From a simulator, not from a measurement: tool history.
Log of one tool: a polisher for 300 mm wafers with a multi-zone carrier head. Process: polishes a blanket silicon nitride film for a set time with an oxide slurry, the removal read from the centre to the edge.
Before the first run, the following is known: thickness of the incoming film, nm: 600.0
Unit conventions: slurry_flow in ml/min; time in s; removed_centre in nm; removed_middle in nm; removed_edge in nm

run,hour,slurry_flow,centre_zone,middle_zone,edge_zone,slurry_solids,time,removed_centre,removed_middle,removed_edge
1,0,310,1,1,1,1,67,44.13,43.044,42.116
2,3.1,310,1,1.05,1,1,67,44.411,45.039,42.733
3,5.6,310,1,1.05,0.96,1,67,44.296,45.061,42.254
4,8.5,310,1,1.05,0.96,1,83,55.138,55.721,51.126
5,16.5,310,1,1.05,1.04,1,83,54.951,55.682,53.639
6,25.2,310,1,1.01,0.97,0.85,83,50.372,48.565,46.177
7,31.7,305,0.99,0.98,0.92,0.8,83,46.801,45.687,44.751
8,36.3,315,1.01,0.98,0.89,0.75,83,44.832,43.34,40.495
9,38.4,315,1.03,0.97,0.89,0.75,83,45.908,43.397,41.3

For run 10, what comes out?
10,42.5,320,1.05,0.96,0.87,0.75,83,?,?,?

Run 10 gave removed_centre 46.816 nm, removed_middle 42.078 nm, removed_edge 40.764 nm.

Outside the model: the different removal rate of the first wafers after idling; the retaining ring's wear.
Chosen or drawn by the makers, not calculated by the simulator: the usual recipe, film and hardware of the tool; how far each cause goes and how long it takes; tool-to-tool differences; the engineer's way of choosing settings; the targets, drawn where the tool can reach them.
